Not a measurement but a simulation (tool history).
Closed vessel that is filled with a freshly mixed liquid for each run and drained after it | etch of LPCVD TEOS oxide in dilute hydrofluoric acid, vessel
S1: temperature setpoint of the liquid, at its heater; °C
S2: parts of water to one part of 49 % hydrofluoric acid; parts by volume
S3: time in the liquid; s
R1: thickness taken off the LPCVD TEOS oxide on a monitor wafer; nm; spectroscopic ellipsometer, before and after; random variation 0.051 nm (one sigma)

{"run": 1, "day": 0.0, "S1": 22, "S2": 175, "S3": 30, "R1": 7.8705}
{"run": 2, "day": 0.271, "S1": 22, "S2": 175, "S3": 30, "R1": 7.8698}
{"run": 3, "day": 0.462, "S1": 22, "S2": 210, "S3": 30, "R1": 6.3168}
{"run": 4, "day": 0.767, "S1": 22, "S2": 260, "S3": 30, "R1": 4.8433}
{"run": 5, "day": 1.121, "S1": 23, "S2": 240, "S3": 30, "R1": 5.5671}
{"run": 6, "day": 1.35, "S1": 23, "S2": 240, "S3": 30, "R1": 5.5872}
{"run": 7, "day": 1.538, "S1": 24, "S2": 225, "S3": 30, "R1": 6.2421}
{"run": 8, "day": 1.921, "S1": 24, "S2": 225, "S3": 30, "R1": 6.2429}

Run 9 comes next. What will it give?
{"run": 9, "day": 2.092, "S1": 24.5, "S2": 210, "S3": 30, "R1": "?"}

R1: 6.9651 nm
